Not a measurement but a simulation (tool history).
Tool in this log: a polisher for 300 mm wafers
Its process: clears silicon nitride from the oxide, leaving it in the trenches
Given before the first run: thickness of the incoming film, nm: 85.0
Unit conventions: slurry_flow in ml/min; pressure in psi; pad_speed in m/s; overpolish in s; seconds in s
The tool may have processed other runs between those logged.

| run | hour | slurry_flow | pressure | pad_speed | overpolish | seconds |
|---|---|---|---|---|---|---|
| 1 | 0.0 | 150 | 2.4 | 0.78 | 44 | 147.22 |
| 2 | 6.6 | 150 | 2.4 | 0.58 | 44 | 193.06 |
| 3 | 9.9 | 150 | 2.4 | 0.44 | 44 | 251.08 |
| 4 | 17.8 | 185 | 2.4 | 0.44 | 44 | 245.70 |
| 5 | 25.2 | 185 | 2.3 | 0.44 | 44 | 252.55 |
| 6 | 28.8 | 185 | 2.2 | 0.44 | 44 | 264.18 |
| 7 | 33.0 | 185 | 2.1 | 0.44 | 44 | 281.41 |

Estimate the outcome of run 8 from the log above:
| 8 | 37.9 | 185 | 2.0 | 0.44 | 44 | ? |

{"run 8": {"seconds": 291.43}}
